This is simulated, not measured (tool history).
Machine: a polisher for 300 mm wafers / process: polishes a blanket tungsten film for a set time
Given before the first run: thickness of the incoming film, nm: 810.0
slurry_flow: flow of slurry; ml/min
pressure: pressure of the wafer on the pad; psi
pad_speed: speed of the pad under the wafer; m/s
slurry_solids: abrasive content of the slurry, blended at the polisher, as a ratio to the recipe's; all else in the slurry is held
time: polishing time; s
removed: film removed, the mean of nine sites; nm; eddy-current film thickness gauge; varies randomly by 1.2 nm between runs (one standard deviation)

run,hour,slurry_flow,pressure,pad_speed,slurry_solids,time,removed
1,0.0,185,4.7,0.90,1.0,33,171.64
2,5.5,185,4.7,1.06,1.0,33,198.80
3,6.6,185,4.7,1.06,1.1,33,209.51
4,13.2,185,4.7,0.84,1.1,33,163.69
5,18.0,185,4.7,0.68,1.1,33,131.61
6,19.7,185,4.6,0.68,1.1,33,131.66

Run 7 has not been measured yet. What should we expect?
7,22.0,185,4.5,0.68,1.1,33,?

removed: 124.99 nm

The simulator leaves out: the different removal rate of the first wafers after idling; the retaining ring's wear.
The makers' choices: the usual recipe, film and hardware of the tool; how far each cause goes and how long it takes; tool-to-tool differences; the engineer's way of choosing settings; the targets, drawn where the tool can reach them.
